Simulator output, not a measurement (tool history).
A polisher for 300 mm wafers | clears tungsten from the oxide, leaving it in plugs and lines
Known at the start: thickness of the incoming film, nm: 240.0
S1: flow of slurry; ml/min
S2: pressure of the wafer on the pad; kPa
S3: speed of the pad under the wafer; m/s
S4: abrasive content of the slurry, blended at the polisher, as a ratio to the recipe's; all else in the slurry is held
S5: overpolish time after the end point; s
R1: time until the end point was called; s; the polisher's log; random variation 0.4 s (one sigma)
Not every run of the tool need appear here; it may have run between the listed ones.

| run | hour | S1 | S2 | S3 | S4 | S5 | R1 |
|---|---|---|---|---|---|---|---|
| 1 | 0.0 | 270 | 17.2 | 1.12 | 1.0 | 7 | 56.947 |
| 2 | 6.7 | 270 | 14.5 | 1.12 | 1.0 | 7 | 67.579 |
| 3 | 14.8 | 270 | 17.2 | 1.12 | 1.0 | 7 | 57.183 |
| 4 | 23.0 | 270 | 17.2 | 1.12 | 1.0 | 7 | 58.160 |
| 5 | 28.7 | 270 | 17.2 | 0.94 | 1.0 | 7 | 68.339 |
|  | 35.7 | worn pad replaced by a new one |
| 6 | 35.7 | 270 | 20.7 | 0.94 | 1.0 | 7 | 53.633 |

What will run 7 give?
| 7 | 37.7 | 270 | 22.1 | 0.94 | 1.0 | 7 | ? |

{"run 7": {"R1": 50.571}}
